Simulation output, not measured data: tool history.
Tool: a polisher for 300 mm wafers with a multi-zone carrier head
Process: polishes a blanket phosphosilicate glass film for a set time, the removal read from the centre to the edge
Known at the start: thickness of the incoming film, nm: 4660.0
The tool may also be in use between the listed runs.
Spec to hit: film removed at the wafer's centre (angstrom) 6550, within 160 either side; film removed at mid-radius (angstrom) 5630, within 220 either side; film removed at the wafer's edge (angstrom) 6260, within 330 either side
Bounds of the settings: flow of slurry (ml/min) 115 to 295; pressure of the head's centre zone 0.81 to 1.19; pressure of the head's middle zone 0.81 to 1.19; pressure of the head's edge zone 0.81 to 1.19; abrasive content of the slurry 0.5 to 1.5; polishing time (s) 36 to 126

run	day	flow of slurry (ml/min)	pressure of the head's centre zone	pressure of the head's middle zone	pressure of the head's edge zone	abrasive content of the slurry	polishing time (s)	film removed at the wafer's centre (angstrom)	film removed at mid-radius (angstrom)	film removed at the wafer's edge (angstrom)
1	0	190	1	1	1	1	81	5820.7	5953.5	5851.3
2	0.221	200	1.01	0.98	1.01	1	81	5955.2	5854	5800.8
3	0.392	205	1.02	0.97	1.03	1	81	5992.7	5766.2	6176.4
4	0.475	205	1.02	1.01	1.03	1	81	5959.4	6002.7	6002
5	0.821	205	1.02	1.01	1.03	1	93	6914.1	6778.3	7067.2
6	1.146	200	1.02	0.99	1.02	1	93	6832.3	6728	6965.9
7	1.512	195	1.03	0.97	1.01	1	93	6895.9	6577.8	6796.1
8	1.658	190	1.03	0.95	1.01	1	93	6872	6451.2	6835.8
9	1.867	185	1.03	0.93	1	1	93	6843.7	6271.5	6943.5
10	1.975	185	1.03	0.93	1	1	93	6797	6268.5	6746.7

Which one of the following 5 next-run settings gets every result inside its allowed miss? There is exactly one.
A	2.083	230	1.15	1.18	1.05	1.35	77	?	?	?
B	2.083	215	1.09	0.93	1.03	1.05	81	?	?	?
C	2.083	240	1.17	0.96	1.06	1.1	79	?	?	?
D	2.083	150	1.1	1.05	0.9	0.95	90	?	?	?
E	2.083	165	1	1.08	0.81	1.05	91	?	?	?

move	film removed at the wafer's centre (angstrom)	film removed at mid-radius (angstrom)	film removed at the wafer's edge (angstrom)
A	7232.8	7102.8	6402.1
B	6616.1	5618.6	6175.1
C	7144.5	5788.3	6260
D	6705.5	6294.4	5951.1
E	6489.2	6853.8	5995.2
A: misses by more than the last run did
B: each result inside its tolerance
C: corrects the largest miss of the last run, while another result sits out of spec
D: no better and no worse than the last run
E: misses by more than the last run did
B is the move that brings every result within its allowed miss.

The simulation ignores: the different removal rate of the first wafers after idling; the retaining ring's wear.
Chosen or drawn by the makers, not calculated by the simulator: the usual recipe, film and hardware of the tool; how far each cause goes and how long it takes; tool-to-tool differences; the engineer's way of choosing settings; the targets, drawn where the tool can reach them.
